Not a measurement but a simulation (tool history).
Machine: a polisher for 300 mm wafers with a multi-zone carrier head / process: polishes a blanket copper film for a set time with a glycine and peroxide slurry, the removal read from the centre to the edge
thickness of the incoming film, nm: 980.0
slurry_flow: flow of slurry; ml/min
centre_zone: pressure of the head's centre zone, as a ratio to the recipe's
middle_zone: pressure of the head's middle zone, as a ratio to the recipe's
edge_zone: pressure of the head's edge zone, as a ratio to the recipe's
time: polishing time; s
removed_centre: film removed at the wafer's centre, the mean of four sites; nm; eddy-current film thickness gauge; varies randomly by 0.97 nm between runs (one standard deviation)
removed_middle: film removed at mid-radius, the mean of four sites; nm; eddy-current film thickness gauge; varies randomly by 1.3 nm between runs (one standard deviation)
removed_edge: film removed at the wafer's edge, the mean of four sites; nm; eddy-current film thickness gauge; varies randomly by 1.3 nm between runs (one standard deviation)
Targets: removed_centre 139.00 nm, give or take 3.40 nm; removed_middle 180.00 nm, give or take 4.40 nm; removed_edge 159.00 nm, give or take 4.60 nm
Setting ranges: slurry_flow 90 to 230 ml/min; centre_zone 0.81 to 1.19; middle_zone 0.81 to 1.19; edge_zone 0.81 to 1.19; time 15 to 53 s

run,day,slurry_flow,centre_zone,middle_zone,edge_zone,time,removed_centre,removed_middle,removed_edge
1,0.000,150,1.00,1.00,1.00,34,180.31,184.57,178.58
2,0.162,180,1.00,1.00,1.00,34,188.22,189.29,183.21
3,0.300,180,1.00,0.93,1.00,34,186.27,178.61,182.21
4,0.500,180,1.00,0.87,1.00,34,187.22,169.20,187.90
5,0.858,180,1.00,0.92,1.00,34,184.98,176.97,183.93
6,0.958,175,0.98,0.93,0.98,34,180.72,177.37,181.06
7,1.075,170,0.96,0.94,0.97,34,174.56,177.37,181.20
8,1.279,165,0.95,0.96,0.95,34,174.18,181.35,179.02
9,1.588,160,0.93,0.97,0.94,34,170.46,182.28,177.19
10,1.738,155,0.91,0.98,0.93,34,164.36,181.51,175.24
11,2.079,150,0.90,0.99,0.92,34,160.31,180.34,172.91
12,2.138,145,0.89,1.00,0.91,34,158.01,183.04,173.93
13,2.179,140,0.88,1.01,0.90,34,156.51,182.80,171.71
14,2.496,135,0.87,1.02,0.89,34,153.50,182.79,168.45
15,2.654,130,0.86,1.03,0.89,34,149.63,182.43,168.04
16,2.954,125,0.86,1.03,0.89,34,147.71,181.89,166.17
17,2.979,120,0.86,1.03,0.89,34,145.79,179.93,166.38

Exactly one of the 5 candidate moves below puts every result within its allowed miss. Which one?
A,3.004,140,0.88,1.07,0.89,32,?,?,?
B,3.004,100,0.84,1.01,0.91,35,?,?,?
C,3.004,105,0.84,1.06,0.85,34,?,?,?
D,3.004,100,0.90,1.14,0.87,34,?,?,?
E,3.004,95,0.91,1.19,0.89,34,?,?,?

move,removed_centre,removed_middle,removed_edge
A,148.22,182.17,160.85
B,141.48,175.61,168.52
C,139.52,180.02,159.99
D,147.48,189.11,160.11
E,146.79,193.52,160.15
A: the biggest miss grows against the last run
B: the worst result of the last run now meets its target, but another is out of spec
C: all results land within tolerance of their targets
D: the biggest miss grows against the last run
E: the biggest miss grows against the last run
The right move is C.

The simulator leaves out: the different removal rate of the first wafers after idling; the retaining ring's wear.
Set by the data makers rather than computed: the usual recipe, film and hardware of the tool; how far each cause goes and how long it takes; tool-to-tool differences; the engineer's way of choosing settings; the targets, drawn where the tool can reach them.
